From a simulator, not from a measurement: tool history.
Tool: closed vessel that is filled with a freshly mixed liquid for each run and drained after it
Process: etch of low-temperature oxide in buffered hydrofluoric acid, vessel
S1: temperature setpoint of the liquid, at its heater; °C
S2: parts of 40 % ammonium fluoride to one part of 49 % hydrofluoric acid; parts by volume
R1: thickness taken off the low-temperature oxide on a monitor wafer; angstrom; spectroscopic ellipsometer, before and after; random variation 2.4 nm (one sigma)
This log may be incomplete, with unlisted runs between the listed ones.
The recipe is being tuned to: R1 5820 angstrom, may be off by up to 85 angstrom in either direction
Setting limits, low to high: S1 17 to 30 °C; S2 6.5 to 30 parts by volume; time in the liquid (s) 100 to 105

Run 1, day 0: S1 22 °C, S2 19.5 parts by volume, time in the liquid (s) 100. Result: R1 2406.7 angstrom.
Run 2, day 0.204: S1 23 °C, S2 18 parts by volume, time in the liquid (s) 100. Result: R1 2753.5 angstrom.
Run 3, day 0.558: S1 23 °C, S2 18 parts by volume, time in the liquid (s) 100. Result: R1 2750 angstrom.
Run 4, day 0.888: S1 24 °C, S2 17 parts by volume, time in the liquid (s) 100. Result: R1 3073.1 angstrom.
Run 5, day 0.921: S1 24 °C, S2 12.5 parts by volume, time in the liquid (s) 100. Result: R1 4147 angstrom.
Run 6, day 1.046: S1 24 °C, S2 12.5 parts by volume, time in the liquid (s) 105. Result: R1 4374.7 angstrom.
Run 7, day 1.367: S1 24.5 °C, S2 12.5 parts by volume, time in the liquid (s) 105. Result: R1 4488.4 angstrom.
Run 8, day 1.567: S1 24.5 °C, S2 12.5 parts by volume, time in the liquid (s) 105. Result: R1 4495.5 angstrom.
At day 1.883: hydrofluoric acid flow meter replaced.
Run 9, day 1.883: S1 25 °C, S2 12.5 parts by volume, time in the liquid (s) 105. Result: R1 4272.7 angstrom.
Run 10, day 2.179: S1 25 °C, S2 12 parts by volume, time in the liquid (s) 105. Result: R1 4429.5 angstrom.
Run 11, day 2.258: S1 25.5 °C, S2 11.5 parts by volume, time in the liquid (s) 105. Result: R1 4718.3 angstrom.
Run 12, day 2.546: S1 26 °C, S2 11 parts by volume, time in the liquid (s) 105. Result: R1 5116.5 angstrom.

Which one of the following 5 next-run settings gets every result inside its allowed miss? There is exactly one.
Run A, day 2.833: S1 24.5 °C, S2 8.5 parts by volume, time in the liquid (s) 105. Result: R1 ?.
Run B, day 2.833: S1 29 °C, S2 13.5 parts by volume, time in the liquid (s) 105. Result: R1 ?.
Run C, day 2.833: S1 26 °C, S2 11.5 parts by volume, time in the liquid (s) 100. Result: R1 ?.
Run D, day 2.833: S1 25 °C, S2 10.5 parts by volume, time in the liquid (s) 100. Result: R1 ?.
Run E, day 2.833: S1 24.5 °C, S2 10.5 parts by volume, time in the liquid (s) 100. Result: R1 ?.

move      R1
   A  5820.4
   B  4861.9
   C  4614.9
   D  4777.6
   E  4649.8
A: hits every target within its allowed miss
B: its largest miss is bigger than the last run's
C: its largest miss is bigger than the last run's
D: its largest miss is bigger than the last run's
E: its largest miss is bigger than the last run's
A is the move that brings every result within its allowed miss.

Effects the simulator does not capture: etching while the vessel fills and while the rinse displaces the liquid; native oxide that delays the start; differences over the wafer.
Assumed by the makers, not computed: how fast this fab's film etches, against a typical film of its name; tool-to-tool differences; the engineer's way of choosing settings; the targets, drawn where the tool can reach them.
